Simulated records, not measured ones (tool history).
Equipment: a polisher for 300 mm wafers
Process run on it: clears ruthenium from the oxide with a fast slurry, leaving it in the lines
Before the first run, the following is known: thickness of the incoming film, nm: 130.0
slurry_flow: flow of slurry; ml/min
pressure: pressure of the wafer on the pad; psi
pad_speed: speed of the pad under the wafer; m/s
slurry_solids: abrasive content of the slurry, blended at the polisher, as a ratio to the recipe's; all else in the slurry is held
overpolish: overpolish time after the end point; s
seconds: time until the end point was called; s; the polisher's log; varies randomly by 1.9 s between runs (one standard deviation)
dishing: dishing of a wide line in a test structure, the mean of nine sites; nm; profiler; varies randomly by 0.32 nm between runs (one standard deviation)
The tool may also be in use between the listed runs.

run	hour	slurry_flow	pressure	pad_speed	slurry_solids	overpolish	seconds	dishing
1	0	250	1.9	0.96	1	23	54.71	40.811
2	9	250	1.8	0.94	1	22	59.352	35.747
3	9.9	250	1.8	0.84	1	22	63.043	34.905
4	14.4	205	1.8	0.84	1	22	64.89	33.901
5	20.1	205	1.8	0.84	1.1	22	60.694	35.116
6	20.6	205	1.8	1.04	1.1	22	50.362	40.49

For run 7, what comes out?
7	24.8	200	1.2	0.76	1.05	17	?	?

For run 7 the tool returned seconds 97.588 s, dishing 19.505 nm.

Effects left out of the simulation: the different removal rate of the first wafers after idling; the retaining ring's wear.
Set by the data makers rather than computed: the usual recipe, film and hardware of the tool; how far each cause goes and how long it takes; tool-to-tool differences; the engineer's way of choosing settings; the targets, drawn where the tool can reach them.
